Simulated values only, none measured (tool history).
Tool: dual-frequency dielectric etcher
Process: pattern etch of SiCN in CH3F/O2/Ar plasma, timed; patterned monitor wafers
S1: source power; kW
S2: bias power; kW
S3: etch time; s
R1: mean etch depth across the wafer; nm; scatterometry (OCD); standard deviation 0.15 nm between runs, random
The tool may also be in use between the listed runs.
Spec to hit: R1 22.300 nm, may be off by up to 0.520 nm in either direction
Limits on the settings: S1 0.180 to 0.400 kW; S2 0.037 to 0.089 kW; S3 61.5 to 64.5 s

{"run": 1, "day": 0.0, "S1": 0.29, "S2": 0.063, "S3": 61.5, "R1": 19.826}
{"run": 2, "day": 0.3, "S1": 0.29, "S2": 0.071, "S3": 61.5, "R1": 20.731}
{"run": 3, "day": 0.583, "S1": 0.26, "S2": 0.071, "S3": 61.5, "R1": 19.879}
{"run": 4, "day": 0.875, "S1": 0.28, "S2": 0.072, "S3": 61.5, "R1": 20.597}
{"run": 5, "day": 1.017, "S1": 0.29, "S2": 0.073, "S3": 61.5, "R1": 20.86}
{"run": 6, "day": 1.258, "S1": 0.29, "S2": 0.068, "S3": 61.5, "R1": 20.302}
{"run": 7, "day": 1.583, "S1": 0.3, "S2": 0.069, "S3": 61.5, "R1": 20.765}
{"run": 8, "day": 1.733, "S1": 0.31, "S2": 0.07, "S3": 61.5, "R1": 20.991}
{"day": 1.967, "done": "bias power generator calibrated"}
{"run": 9, "day": 1.967, "S1": 0.32, "S2": 0.071, "S3": 61.5, "R1": 21.83}

5 next moves are on the table. One of them brings every result within its allowed miss. Which?
{"run": "A", "day": 2.2, "S1": 0.31, "S2": 0.071, "S3": 61.5, "R1": "?"}
{"run": "B", "day": 2.2, "S1": 0.29, "S2": 0.072, "S3": 64.5, "R1": "?"}
{"run": "C", "day": 2.2, "S1": 0.34, "S2": 0.064, "S3": 61.5, "R1": "?"}
{"run": "D", "day": 2.2, "S1": 0.33, "S2": 0.065, "S3": 62.5, "R1": "?"}
{"run": "E", "day": 2.2, "S1": 0.33, "S2": 0.062, "S3": 62.5, "R1": "?"}

move=A R1=21.440
move=B R1=22.102
move=C R1=21.192
move=D R1=21.450
move=E R1=21.026
A: the biggest miss grows against the last run
B: every result lands within tolerance
C: the biggest miss grows against the last run
D: the biggest miss grows against the last run
E: the biggest miss grows against the last run
B meets every target.
